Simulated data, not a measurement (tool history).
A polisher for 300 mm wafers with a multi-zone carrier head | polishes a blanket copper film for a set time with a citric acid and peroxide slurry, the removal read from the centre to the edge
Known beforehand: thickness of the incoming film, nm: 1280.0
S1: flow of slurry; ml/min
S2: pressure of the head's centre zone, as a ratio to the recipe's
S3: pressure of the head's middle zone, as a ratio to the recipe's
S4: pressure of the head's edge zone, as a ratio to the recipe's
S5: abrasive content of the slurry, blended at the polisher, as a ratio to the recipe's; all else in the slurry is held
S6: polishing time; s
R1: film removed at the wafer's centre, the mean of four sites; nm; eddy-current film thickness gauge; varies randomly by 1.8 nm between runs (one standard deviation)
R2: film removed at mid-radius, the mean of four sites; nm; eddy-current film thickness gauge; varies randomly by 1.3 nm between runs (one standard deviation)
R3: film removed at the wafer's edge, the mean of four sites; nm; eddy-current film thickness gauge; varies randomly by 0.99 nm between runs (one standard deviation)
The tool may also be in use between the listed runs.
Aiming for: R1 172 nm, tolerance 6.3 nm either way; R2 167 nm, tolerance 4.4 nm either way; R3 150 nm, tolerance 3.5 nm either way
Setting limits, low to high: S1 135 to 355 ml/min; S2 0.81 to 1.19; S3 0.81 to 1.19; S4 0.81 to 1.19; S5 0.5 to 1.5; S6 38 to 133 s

run  hour   S1    S2    S3    S4    S5  S6      R1      R2      R3
  1     0  225     1     1     1     1  85  185.21  174.12  179.73
  2   6.2  220     1  1.01  0.98  0.95  85  181.48  171.82  174.39
  3  11.8  215     1  1.02  0.96  0.95  85  177.86  173.36  172.37
  4  12.9  215     1  1.02  0.96   1.1  85  187.47  176.59  178.88
  5  19.5  215     1  1.08  0.96   1.1  85  182.34  186.15  178.24
  6  27.8  215     1  1.08  0.96   1.1  97  209.22  217.78  201.76
  7  35.8  215  1.01  1.07  0.94  1.05  96  208.39  206.56   196.5
  8  43.6  215  1.01  1.07  0.92     1  95  203.82  204.41  190.77
  9  47.5  200  1.05  1.02  0.82  0.75  85  173.53  162.04  151.97

Below are 5 possible settings for the next run. Only one of them brings all results inside the allowed miss of their targets. Which is it?
  A  51.4  175  1.06  1.18  0.85  0.85   82   ?   ?   ?
  B  51.4  190  1.03     1  0.85   0.6   89   ?   ?   ?
  C  51.4  180  1.01  0.98  0.85  0.85   83   ?   ?   ?
  D  51.4  170  0.98  1.05  0.83   0.5  102   ?   ?   ?
  E  51.4  180  1.04  1.07  0.81  0.65   89   ?   ?   ?

move      R1      R2      R3
   A   171.5  175.48  150.62
   B  166.78  153.04  150.79
   C   165.7  152.67  153.21
   D  170.84  171.85  161.48
   E  170.93  164.31  150.29
A: carries the result that was furthest off beyond its target, to the other side
B: misses by more than the last run did
C: misses by more than the last run did
D: carries the result that was furthest off beyond its target, to the other side
E: hits every target within its allowed miss
The right move is E.

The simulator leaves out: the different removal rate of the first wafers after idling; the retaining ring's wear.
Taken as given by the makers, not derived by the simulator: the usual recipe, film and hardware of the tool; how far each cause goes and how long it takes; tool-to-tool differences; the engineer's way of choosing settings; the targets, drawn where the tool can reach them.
